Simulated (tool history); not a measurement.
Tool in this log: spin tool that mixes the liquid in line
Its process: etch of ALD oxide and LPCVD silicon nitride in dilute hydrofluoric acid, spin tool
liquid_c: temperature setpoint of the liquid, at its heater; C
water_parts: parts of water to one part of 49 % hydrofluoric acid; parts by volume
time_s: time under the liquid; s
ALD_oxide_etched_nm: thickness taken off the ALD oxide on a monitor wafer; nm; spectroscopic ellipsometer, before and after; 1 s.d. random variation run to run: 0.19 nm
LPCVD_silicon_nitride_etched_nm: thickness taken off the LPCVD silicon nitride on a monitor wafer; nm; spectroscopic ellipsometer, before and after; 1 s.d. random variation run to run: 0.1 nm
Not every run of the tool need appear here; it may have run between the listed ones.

run	hour	liquid_c	water_parts	time_s	ALD_oxide_etched_nm	LPCVD_silicon_nitride_etched_nm
1	0.0	26.0	290	180	9.3164	0.41535
2	5.2	26.0	380	180	6.4223	0.32843
3	6.5	29.0	380	180	7.0486	0.38777
4	14.1	29.0	475	180	5.1677	0.27485
5	20.5	30.0	360	190	8.2141	0.42918
6	26.8	31.0	275	200	12.9160	0.62380
7	31.1	32.0	220	200	17.7570	0.87086
8	32.7	32.5	190	200	21.5290	1.08620
9	41.2	32.5	170	200	25.2200	1.13460

Run 10 is up next; what results do you expect?
10	48.6	33.0	160	200	?	?

Run 10 gave ALD_oxide_etched_nm 27.1800 nm, LPCVD_silicon_nitride_etched_nm 1.22780 nm.
